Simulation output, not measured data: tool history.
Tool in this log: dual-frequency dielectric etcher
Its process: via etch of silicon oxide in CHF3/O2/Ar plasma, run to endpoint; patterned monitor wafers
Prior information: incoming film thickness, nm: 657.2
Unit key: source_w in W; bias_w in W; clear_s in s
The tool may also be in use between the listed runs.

run,hour,source_w,bias_w,clear_s
1,0.0,520,211,368.19
2,3.2,520,194,379.75
3,11.1,520,222,358.43
4,18.5,570,222,348.49
5,20.4,510,218,363.49
6,23.8,460,215,386.24

For run 7, what comes out?
7,32.2,450,214,?

clear_s: 392.55 s
